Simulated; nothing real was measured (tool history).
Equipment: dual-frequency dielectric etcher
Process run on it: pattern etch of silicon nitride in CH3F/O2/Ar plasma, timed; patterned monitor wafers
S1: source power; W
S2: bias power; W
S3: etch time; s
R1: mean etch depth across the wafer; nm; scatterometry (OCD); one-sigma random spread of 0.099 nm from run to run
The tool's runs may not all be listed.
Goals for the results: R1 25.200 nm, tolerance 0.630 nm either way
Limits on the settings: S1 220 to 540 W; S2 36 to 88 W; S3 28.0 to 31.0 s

| run | hour | S1 | S2 | S3 | R1 |
|---|---|---|---|---|---|
| 1 | 0.0 | 380 | 62 | 31.0 | 21.888 |
| 2 | 8.9 | 410 | 64 | 31.0 | 22.654 |
| 3 | 17.8 | 440 | 66 | 31.0 | 23.908 |
| 4 | 23.9 | 440 | 66 | 28.0 | 21.558 |
| 5 | 27.2 | 460 | 70 | 28.5 | 22.507 |
| 6 | 30.0 | 460 | 64 | 28.5 | 22.173 |
| 7 | 32.8 | 530 | 74 | 30.5 | 26.042 |
| 8 | 36.9 | 520 | 74 | 30.5 | 25.804 |

Exercise: of the 5 proposed moves below, exactly one satisfies all targets within the stated allowed misses. Which move is it?
| A | 41.0 | 540 | 70 | 31.0 | ? |
| B | 41.0 | 540 | 86 | 30.0 | ? |
| C | 41.0 | 540 | 68 | 31.0 | ? |
| D | 41.0 | 540 | 80 | 31.0 | ? |
| E | 41.0 | 540 | 67 | 30.0 | ? |

| move | R1 |
|---|---|
| A | 26.414 |
| B | 26.769 |
| C | 26.253 |
| D | 27.202 |
| E | 25.327 |
A: further off than the last run
B: further off than the last run
C: further off than the last run
D: further off than the last run
E: each result inside its tolerance
So the answer is move E, the one that meets all the targets.
